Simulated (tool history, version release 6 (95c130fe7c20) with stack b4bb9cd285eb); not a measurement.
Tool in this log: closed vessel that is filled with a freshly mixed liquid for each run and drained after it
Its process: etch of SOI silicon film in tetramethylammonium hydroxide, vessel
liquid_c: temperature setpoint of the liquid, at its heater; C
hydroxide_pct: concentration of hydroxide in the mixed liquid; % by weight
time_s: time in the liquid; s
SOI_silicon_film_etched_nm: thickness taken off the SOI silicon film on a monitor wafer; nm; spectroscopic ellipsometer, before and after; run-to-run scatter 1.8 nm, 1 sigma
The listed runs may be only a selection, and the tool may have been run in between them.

| run | hour | liquid_c | hydroxide_pct | time_s | SOI_silicon_film_etched_nm |
|---|---|---|---|---|---|
| 1 | 0.0 | 67.0 | 14.5 | 105 | 491.61 |
| 2 | 3.4 | 66.0 | 14.5 | 105 | 461.00 |
| 3 | 5.5 | 69.0 | 14.5 | 105 | 553.36 |
| 4 | 9.6 | 69.0 | 14.5 | 105 | 553.30 |
| 5 | 17.4 | 73.0 | 14.5 | 105 | 699.37 |
| 6 | 22.6 | 77.0 | 14.5 | 105 | 874.49 |
| 7 | 24.7 | 77.0 | 14.5 | 105 | 875.08 |
| 8 | 28.1 | 72.5 | 14.5 | 105 | 678.22 |

Estimate the outcome of run 9 from the log above:
| 9 | 33.4 | 69.5 | 14.5 | 105 | ? |

Logged for run 9: SOI_silicon_film_etched_nm 571.15 nm.

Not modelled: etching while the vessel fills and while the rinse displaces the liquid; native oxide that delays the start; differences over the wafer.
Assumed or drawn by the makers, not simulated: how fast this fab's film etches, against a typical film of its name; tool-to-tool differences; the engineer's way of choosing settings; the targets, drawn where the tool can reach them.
